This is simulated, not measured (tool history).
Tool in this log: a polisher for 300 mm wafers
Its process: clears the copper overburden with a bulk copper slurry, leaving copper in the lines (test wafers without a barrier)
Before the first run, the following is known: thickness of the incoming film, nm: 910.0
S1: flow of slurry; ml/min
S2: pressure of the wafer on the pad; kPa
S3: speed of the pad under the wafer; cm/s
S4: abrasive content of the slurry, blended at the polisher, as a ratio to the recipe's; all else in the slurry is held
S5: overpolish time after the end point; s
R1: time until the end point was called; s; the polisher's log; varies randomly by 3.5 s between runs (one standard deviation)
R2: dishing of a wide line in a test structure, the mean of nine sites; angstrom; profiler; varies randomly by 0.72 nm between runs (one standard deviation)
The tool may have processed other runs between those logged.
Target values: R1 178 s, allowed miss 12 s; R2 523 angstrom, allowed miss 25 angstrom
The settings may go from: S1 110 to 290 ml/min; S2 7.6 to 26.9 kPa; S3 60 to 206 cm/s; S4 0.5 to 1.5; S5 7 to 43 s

run	hour	S1	S2	S3	S4	S5	R1	R2
1	0	185	17.2	132	1	22	82.522	1148.3
2	3	185	17.2	118	1	22	94.597	1072.5
3	5.4	185	17.2	118	1	16	90.924	919.74
4	8.1	185	14.5	110	1	14	113.83	716.52
5	10.1	185	12.4	108	1	15	132.02	673.3
6	14.6	165	12.4	108	1	15	136.02	669.06
7	22.7	165	7.6	108	1	11	200.16	389.7
8	29	165	7.6	108	1	11	195.21	381.63
9	34	170	8.3	102	1	12	198.69	406.28
10	36.1	170	9	100	1	13	188.91	451.82

4 next moves are on the table. One of them brings every result within its allowed miss. Which?
A	38.2	195	12.4	78	1	14	?	?
B	38.2	165	9.7	84	1	21	?	?
C	38.2	175	7.6	96	1	18	?	?
D	38.2	125	13.8	74	0.65	15	?	?

move	R1	R2
A	182.2	519.6
B	213.22	605.41
C	222.91	513.36
D	212.45	490.96
A: hits every target within its allowed miss
B: the result that was furthest off in the last run now lies on the other side of its target
C: puts the biggest miss on target and leaves a different result outside tolerance
D: about the same distance from the targets as the last run
So the answer is move A, the one that meets all the targets.
